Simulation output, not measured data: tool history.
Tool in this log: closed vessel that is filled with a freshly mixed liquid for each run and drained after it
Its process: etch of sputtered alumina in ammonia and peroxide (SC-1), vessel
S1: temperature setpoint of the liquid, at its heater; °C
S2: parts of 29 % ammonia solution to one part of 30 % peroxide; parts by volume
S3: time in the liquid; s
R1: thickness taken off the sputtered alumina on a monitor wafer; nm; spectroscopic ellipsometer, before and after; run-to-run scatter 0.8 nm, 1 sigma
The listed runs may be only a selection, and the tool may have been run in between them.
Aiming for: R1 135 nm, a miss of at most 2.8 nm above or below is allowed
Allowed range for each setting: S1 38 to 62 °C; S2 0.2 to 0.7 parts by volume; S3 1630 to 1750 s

| run | hour | S1 | S2 | S3 | R1 |
|---|---|---|---|---|---|
| 1 | 0 | 46 | 0.4 | 1630 | 82.205 |
| 2 | 8 | 46 | 0.4 | 1750 | 87.938 |
| 3 | 16 | 46 | 0.35 | 1750 | 87.796 |
| 4 | 24.7 | 47.5 | 0.35 | 1750 | 95.687 |
| 5 | 30.9 | 49 | 0.35 | 1750 | 104.52 |
| 6 | 39.4 | 50 | 0.35 | 1750 | 108.94 |
| 7 | 42.1 | 51 | 0.35 | 1750 | 115.42 |
| 8 | 45.2 | 51.5 | 0.35 | 1750 | 118.38 |
| 9 | 49.5 | 51.5 | 0.35 | 1750 | 118.54 |
| 10 | 57.3 | 52 | 0.35 | 1750 | 121.37 |
| 11 | 60.7 | 52.5 | 0.35 | 1750 | 125.56 |
| 12 | 61.3 | 53 | 0.35 | 1750 | 128.96 |

Exercise: of the 5 proposed moves below, exactly one satisfies all targets within the stated allowed misses. Which move is it?
| A | 61.9 | 52.5 | 0.3 | 1750 | ? |
| B | 61.9 | 53.5 | 0.4 | 1630 | ? |
| C | 61.9 | 54 | 0.35 | 1630 | ? |
| D | 61.9 | 53.5 | 0.4 | 1750 | ? |
| E | 61.9 | 53.5 | 0.25 | 1685 | ? |

| move | R1 |
|---|---|
| A | 123.35 |
| B | 124.6 |
| C | 126.38 |
| D | 133.78 |
| E | 123.19 |
A: moves away from the targets compared with the last run
B: moves away from the targets compared with the last run
C: moves away from the targets compared with the last run
D: in spec on every target
E: moves away from the targets compared with the last run
The move that meets every target is D.
